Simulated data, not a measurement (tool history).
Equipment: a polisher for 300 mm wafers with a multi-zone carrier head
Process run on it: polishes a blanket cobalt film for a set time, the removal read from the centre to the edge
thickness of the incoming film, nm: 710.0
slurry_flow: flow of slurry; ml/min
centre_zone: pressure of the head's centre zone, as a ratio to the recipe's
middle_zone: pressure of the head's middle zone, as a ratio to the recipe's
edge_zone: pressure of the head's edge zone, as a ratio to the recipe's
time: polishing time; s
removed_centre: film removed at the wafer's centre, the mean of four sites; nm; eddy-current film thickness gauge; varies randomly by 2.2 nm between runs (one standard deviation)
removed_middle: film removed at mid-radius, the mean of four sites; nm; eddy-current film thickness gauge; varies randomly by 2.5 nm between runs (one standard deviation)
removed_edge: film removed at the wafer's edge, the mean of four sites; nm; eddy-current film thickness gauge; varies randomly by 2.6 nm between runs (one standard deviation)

{"run": 1, "hour": 0.0, "slurry_flow": 195, "centre_zone": 1.0, "middle_zone": 1.0, "edge_zone": 1.0, "time": 57, "removed_centre": 218.89, "removed_middle": 209.92, "removed_edge": 215.64}
{"run": 2, "hour": 7.4, "slurry_flow": 245, "centre_zone": 1.0, "middle_zone": 1.0, "edge_zone": 1.0, "time": 57, "removed_centre": 224.73, "removed_middle": 216.5, "removed_edge": 221.94}
{"run": 3, "hour": 10.5, "slurry_flow": 250, "centre_zone": 1.04, "middle_zone": 1.01, "edge_zone": 1.0, "time": 59, "removed_centre": 242.66, "removed_middle": 228.37, "removed_edge": 230.2}
{"run": 4, "hour": 12.9, "slurry_flow": 210, "centre_zone": 1.04, "middle_zone": 1.01, "edge_zone": 1.0, "time": 59, "removed_centre": 238.9, "removed_middle": 224.6, "removed_edge": 229.09}
{"run": 5, "hour": 16.6, "slurry_flow": 250, "centre_zone": 1.04, "middle_zone": 1.01, "edge_zone": 1.0, "time": 59, "removed_centre": 245.08, "removed_middle": 224.58, "removed_edge": 226.11}
{"run": 6, "hour": 25.6, "slurry_flow": 250, "centre_zone": 1.04, "middle_zone": 1.01, "edge_zone": 1.0, "time": 73, "removed_centre": 301.67, "removed_middle": 276.4, "removed_edge": 283.22}
{"run": 7, "hour": 29.4, "slurry_flow": 255, "centre_zone": 1.05, "middle_zone": 1.0, "edge_zone": 0.97, "time": 73, "removed_centre": 302.85, "removed_middle": 278.97, "removed_edge": 281.89}

Forecast run 8:
{"run": 8, "hour": 31.9, "slurry_flow": 260, "centre_zone": 1.08, "middle_zone": 0.99, "edge_zone": 0.95, "time": 72, "removed_centre": "?", "removed_middle": "?", "removed_edge": "?"}

removed_centre: 310.65 nm
removed_middle: 275.50 nm
removed_edge: 277.45 nm

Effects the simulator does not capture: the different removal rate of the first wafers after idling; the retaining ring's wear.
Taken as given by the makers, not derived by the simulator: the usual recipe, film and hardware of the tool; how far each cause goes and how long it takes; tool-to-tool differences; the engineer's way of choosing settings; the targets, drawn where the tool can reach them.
